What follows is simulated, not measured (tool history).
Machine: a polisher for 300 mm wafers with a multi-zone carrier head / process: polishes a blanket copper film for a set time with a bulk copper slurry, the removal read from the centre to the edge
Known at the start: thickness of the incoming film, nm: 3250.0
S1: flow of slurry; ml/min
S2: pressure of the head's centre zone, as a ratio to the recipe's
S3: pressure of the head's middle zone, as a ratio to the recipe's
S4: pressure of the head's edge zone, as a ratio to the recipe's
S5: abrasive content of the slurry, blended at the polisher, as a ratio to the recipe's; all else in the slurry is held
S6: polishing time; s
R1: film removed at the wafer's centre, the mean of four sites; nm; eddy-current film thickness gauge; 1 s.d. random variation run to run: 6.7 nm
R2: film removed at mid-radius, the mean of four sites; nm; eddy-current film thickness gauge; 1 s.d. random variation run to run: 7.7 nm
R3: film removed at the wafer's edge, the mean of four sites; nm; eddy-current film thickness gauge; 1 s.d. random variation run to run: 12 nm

run 1 day=0.000 | S1=225 S2=1.00 S3=1.00 S4=1.00 S5=1.00 S6=84 | R1=870.88 R2=848.49 R3=852.15
run 2 day=0.117 | S1=245 S2=0.97 S3=1.06 S4=1.04 S5=1.15 S6=85 | R1=905.46 R2=954.53 R3=911.16
run 3 day=0.167 | S1=245 S2=0.97 S3=1.01 S4=1.04 S5=1.15 S6=85 | R1=890.46 R2=920.42 R3=907.21
run 4 day=0.521 | S1=255 S2=0.94 S3=1.05 S4=1.08 S5=1.25 S6=86 | R1=908.70 R2=974.62 R3=946.48
run 5 day=0.683 | S1=265 S2=0.90 S3=1.09 S4=1.11 S5=1.35 S6=88 | R1=905.54 R2=1062.20 R3=1003.10
run 6 day=0.729 | S1=265 S2=0.90 S3=1.09 S4=1.11 S5=1.20 S6=88 | R1=873.70 R2=1023.80 R3=982.28
run 7 day=0.762 | S1=265 S2=0.90 S3=1.09 S4=1.11 S5=1.20 S6=88 | R1=874.15 R2=1020.80 R3=982.64
run 8 day=1.108 | S1=275 S2=0.89 S3=1.12 S4=1.13 S5=1.30 S6=89 | R1=904.49 R2=1083.50 R3=1012.60
run 9 day=1.146 | S1=305 S2=0.83 S3=1.19 S4=1.19 S5=1.50 S6=92 | R1=903.19 R2=1217.80 R3=1136.20
run 10 day=1.421 | S1=310 S2=0.84 S3=1.19 S4=1.17 S5=1.50 S6=92 | R1=907.87 R2=1225.20 R3=1123.20

The next listed run, before its measurement:
run 11 day=1.692 | S1=310 S2=0.84 S3=1.19 S4=1.17 S5=1.50 S6=92 | R1=? R2=? R3=?

R1: 909.99 nm
R2: 1243.50 nm
R3: 1108.90 nm
